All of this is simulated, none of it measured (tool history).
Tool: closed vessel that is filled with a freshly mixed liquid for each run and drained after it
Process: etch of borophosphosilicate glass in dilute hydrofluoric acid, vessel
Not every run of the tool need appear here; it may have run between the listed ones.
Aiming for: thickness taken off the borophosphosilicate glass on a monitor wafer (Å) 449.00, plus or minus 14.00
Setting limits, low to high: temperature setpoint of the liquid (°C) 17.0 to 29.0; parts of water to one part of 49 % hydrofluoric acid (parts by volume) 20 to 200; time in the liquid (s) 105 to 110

run,day,temperature setpoint of the liquid (°C),parts of water to one part of 49 % hydrofluoric acid (parts by volume),time in the liquid (s),thickness taken off the borophosphosilicate glass on a monitor wafer (Å)
1,0.000,21.0,110,105,296.81
2,0.258,21.0,130,105,241.81
3,0.617,22.0,125,105,267.70
4,0.800,23.0,120,105,293.69
5,1.088,19.5,120,105,253.73
6,1.188,21.0,120,105,269.89
7,1.525,22.0,115,105,299.35
8,1.800,23.0,115,105,306.41
9,1.992,24.0,110,105,337.21

Which single option among these 5 for the next run brings every result within its allowed miss of target? Just one does.
A,2.183,25.5,90,105,?
B,2.183,17.0,105,110,?
C,2.183,26.0,95,105,?
D,2.183,24.0,90,105,?
E,2.183,24.5,105,110,?

move,thickness taken off the borophosphosilicate glass on a monitor wafer (Å)
A,447.08
B,279.18
C,429.15
D,421.27
E,378.74
A: meets every target
B: moves away from the targets compared with the last run
C: an improvement on the last run, though not all results are within tolerance
D: an improvement on the last run, though not all results are within tolerance
E: an improvement on the last run, though not all results are within tolerance
So the answer is move A, the one that meets all the targets.
